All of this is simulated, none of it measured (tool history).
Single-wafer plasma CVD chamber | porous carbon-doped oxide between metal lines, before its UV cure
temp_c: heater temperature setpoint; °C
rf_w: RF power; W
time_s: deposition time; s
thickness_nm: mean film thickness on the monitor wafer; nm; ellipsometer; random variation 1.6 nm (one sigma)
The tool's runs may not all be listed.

run,hour,temp_c,rf_w,time_s,thickness_nm
1,0,320,535,55.1,275.4
2,5.1,320,500,55.1,264.78
3,12.1,316,520,55.3,279.31
4,18.7,316,460,55.3,259.03
5,19.5,312,485,55.5,275.06
6,22,309,500,55.6,283.13
7,25.6,307,515,55.7,294.54

Run 8 comes next. What will it give?
8,33.2,305,520,55.7,?

{"run 8": {"thickness_nm": 298.15}}

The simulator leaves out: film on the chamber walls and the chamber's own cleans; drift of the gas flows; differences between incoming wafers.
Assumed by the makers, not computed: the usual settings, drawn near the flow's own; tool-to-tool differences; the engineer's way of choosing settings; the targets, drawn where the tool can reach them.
